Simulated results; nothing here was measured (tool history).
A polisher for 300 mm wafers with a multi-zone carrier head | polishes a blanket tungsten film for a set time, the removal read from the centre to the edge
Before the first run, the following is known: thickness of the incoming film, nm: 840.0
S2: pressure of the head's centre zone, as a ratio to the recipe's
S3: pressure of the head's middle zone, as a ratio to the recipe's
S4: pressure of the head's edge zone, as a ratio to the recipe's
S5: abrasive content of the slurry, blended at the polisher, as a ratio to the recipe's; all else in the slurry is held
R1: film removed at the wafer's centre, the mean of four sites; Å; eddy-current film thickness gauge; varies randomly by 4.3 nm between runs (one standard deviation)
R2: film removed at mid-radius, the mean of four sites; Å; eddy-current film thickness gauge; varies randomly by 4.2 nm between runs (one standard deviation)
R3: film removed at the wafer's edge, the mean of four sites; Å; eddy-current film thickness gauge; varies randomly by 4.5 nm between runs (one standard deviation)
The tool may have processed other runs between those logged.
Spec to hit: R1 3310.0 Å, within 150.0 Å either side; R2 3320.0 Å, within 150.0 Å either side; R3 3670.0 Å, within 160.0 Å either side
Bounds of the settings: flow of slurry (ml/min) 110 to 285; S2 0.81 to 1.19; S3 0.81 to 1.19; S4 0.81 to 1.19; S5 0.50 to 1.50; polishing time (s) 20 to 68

run 1 hour=0.0 | flow_of_slurry_(ml/min)=180 S2=1.00 S3=1.00 S4=1.00 S5=1.00 polishing_time_(s)=44 | R1=2830.9 R2=2843.3 R3=2826.5
run 2 hour=6.9 | flow_of_slurry_(ml/min)=135 S2=1.00 S3=1.00 S4=1.00 S5=1.00 polishing_time_(s)=44 | R1=2670.9 R2=2768.4 R3=2727.4
run 3 hour=11.9 | flow_of_slurry_(ml/min)=120 S2=1.00 S3=1.00 S4=1.00 S5=1.00 polishing_time_(s)=44 | R1=2668.9 R2=2794.9 R3=2722.5
run 4 hour=19.3 | flow_of_slurry_(ml/min)=130 S2=1.00 S3=0.99 S4=1.04 S5=1.15 polishing_time_(s)=45 | R1=2782.3 R2=2917.1 R3=2913.6
run 5 hour=24.9 | flow_of_slurry_(ml/min)=140 S2=1.00 S3=0.98 S4=1.08 S5=1.25 polishing_time_(s)=46 | R1=3027.2 R2=2963.2 R3=3135.9
run 6 hour=33.8 | flow_of_slurry_(ml/min)=140 S2=0.94 S3=0.98 S4=1.08 S5=1.25 polishing_time_(s)=46 | R1=2804.1 R2=2961.0 R3=3149.7
run 7 hour=42.0 | flow_of_slurry_(ml/min)=150 S2=0.95 S3=0.99 S4=1.11 S5=1.30 polishing_time_(s)=46 | R1=2957.9 R2=3122.5 R3=3231.5
run 8 hour=48.5 | flow_of_slurry_(ml/min)=165 S2=0.94 S3=0.90 S4=1.19 S5=1.50 polishing_time_(s)=49 | R1=3166.8 R2=3077.9 R3=3816.7

Consider the 5 candidate settings below. Which is the only one whose results all fall within their allowed miss of target?
run A hour=55.0 | flow_of_slurry_(ml/min)=175 S2=1.00 S3=1.02 S4=1.05 S5=1.50 polishing_time_(s)=51 | R1=? R2=? R3=?
run B hour=55.0 | flow_of_slurry_(ml/min)=175 S2=0.88 S3=1.00 S4=1.18 S5=1.50 polishing_time_(s)=53 | R1=? R2=? R3=?
run C hour=55.0 | flow_of_slurry_(ml/min)=155 S2=0.99 S3=0.86 S4=1.18 S5=1.50 polishing_time_(s)=54 | R1=? R2=? R3=?
run D hour=55.0 | flow_of_slurry_(ml/min)=140 S2=0.99 S3=0.96 S4=1.18 S5=1.50 polishing_time_(s)=49 | R1=? R2=? R3=?
run E hour=55.0 | flow_of_slurry_(ml/min)=170 S2=1.08 S3=0.94 S4=1.14 S5=1.45 polishing_time_(s)=50 | R1=? R2=? R3=?

move=A R1=3518.3 R2=3729.4 R3=3697.8
move=B R1=3321.3 R2=3812.4 R3=4079.1
move=C R1=3636.4 R2=3377.0 R3=4122.3
move=D R1=3258.2 R2=3318.0 R3=3703.6
move=E R1=3617.3 R2=3375.5 R3=3745.9
A: pushes the last run's worst result past its target
B: pushes the last run's worst result past its target
C: corrects the largest miss of the last run, while another result sits out of spec
D: all results land within tolerance of their targets
E: corrects the largest miss of the last run, while another result sits out of spec
D is the move that brings every result within its allowed miss.

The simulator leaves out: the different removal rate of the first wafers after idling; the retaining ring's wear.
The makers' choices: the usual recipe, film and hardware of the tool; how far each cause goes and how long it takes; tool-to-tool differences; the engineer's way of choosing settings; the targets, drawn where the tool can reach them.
